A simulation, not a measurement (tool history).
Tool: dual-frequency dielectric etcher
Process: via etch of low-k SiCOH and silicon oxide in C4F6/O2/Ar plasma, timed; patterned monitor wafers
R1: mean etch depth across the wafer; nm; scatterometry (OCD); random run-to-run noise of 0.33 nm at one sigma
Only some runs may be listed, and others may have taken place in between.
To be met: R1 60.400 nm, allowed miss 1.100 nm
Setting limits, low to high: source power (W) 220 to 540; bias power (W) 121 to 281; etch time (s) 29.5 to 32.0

run 1 hour=0.0 | source_power_(W)=380 bias_power_(W)=201 etch_time_(s)=32.0 | R1=81.436
run 2 hour=8.1 | source_power_(W)=380 bias_power_(W)=183 etch_time_(s)=32.0 | R1=78.088
run 3 hour=12.3 | source_power_(W)=380 bias_power_(W)=219 etch_time_(s)=32.0 | R1=83.426
run 4 hour=21.0 | source_power_(W)=340 bias_power_(W)=195 etch_time_(s)=31.5 | R1=74.473
run 5 hour=24.7 | source_power_(W)=310 bias_power_(W)=189 etch_time_(s)=31.5 | R1=70.340
run 6 hour=25.4 | source_power_(W)=290 bias_power_(W)=186 etch_time_(s)=31.5 | R1=67.099
run 7 hour=29.0 | source_power_(W)=270 bias_power_(W)=185 etch_time_(s)=31.5 | R1=63.950
run 8 hour=34.2 | source_power_(W)=260 bias_power_(W)=185 etch_time_(s)=31.5 | R1=62.422
run 9 hour=35.3 | source_power_(W)=250 bias_power_(W)=185 etch_time_(s)=31.5 | R1=62.059
run 10 hour=41.1 | source_power_(W)=220 bias_power_(W)=182 etch_time_(s)=31.5 | R1=57.131
run 11 hour=45.5 | source_power_(W)=230 bias_power_(W)=182 etch_time_(s)=31.5 | R1=58.584

Which of these 4 next moves meets every target?
run A hour=49.9 | source_power_(W)=260 bias_power_(W)=170 etch_time_(s)=31.0 | R1=?
run B hour=49.9 | source_power_(W)=220 bias_power_(W)=185 etch_time_(s)=32.0 | R1=?
run C hour=49.9 | source_power_(W)=230 bias_power_(W)=221 etch_time_(s)=31.0 | R1=?
run D hour=49.9 | source_power_(W)=240 bias_power_(W)=226 etch_time_(s)=30.0 | R1=?

move=A R1=60.664
move=B R1=59.054
move=C R1=63.385
move=D R1=63.436
A: all results land within tolerance of their targets
B: nearer than the last run, and not there yet
C: takes the biggest miss from the last run beyond its target
D: takes the biggest miss from the last run beyond its target
Go with A: it meets all targets.
